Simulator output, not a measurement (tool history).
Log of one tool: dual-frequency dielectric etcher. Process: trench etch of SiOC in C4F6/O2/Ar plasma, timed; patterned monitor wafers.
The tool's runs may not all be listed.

run	day	source power (kW)	bias power (kW)	etch time (s)	mean etch depth across the wafer (angstrom)
1	0.000	0.280	0.137	24.5	410.00
2	0.321	0.260	0.137	24.5	398.82
3	0.383	0.260	0.137	24.5	397.18
4	0.458	0.290	0.139	24.5	420.31
5	0.633	0.270	0.139	24.5	406.54
6	0.692	0.290	0.141	24.5	421.94
7	1.050	0.300	0.142	24.5	428.72
8	1.242	0.310	0.143	24.5	434.64

The next listed run, before its measurement:
9	1.512	0.320	0.144	24.5	?

{"run 9": {"mean etch depth across the wafer (angstrom)": 439.41}}

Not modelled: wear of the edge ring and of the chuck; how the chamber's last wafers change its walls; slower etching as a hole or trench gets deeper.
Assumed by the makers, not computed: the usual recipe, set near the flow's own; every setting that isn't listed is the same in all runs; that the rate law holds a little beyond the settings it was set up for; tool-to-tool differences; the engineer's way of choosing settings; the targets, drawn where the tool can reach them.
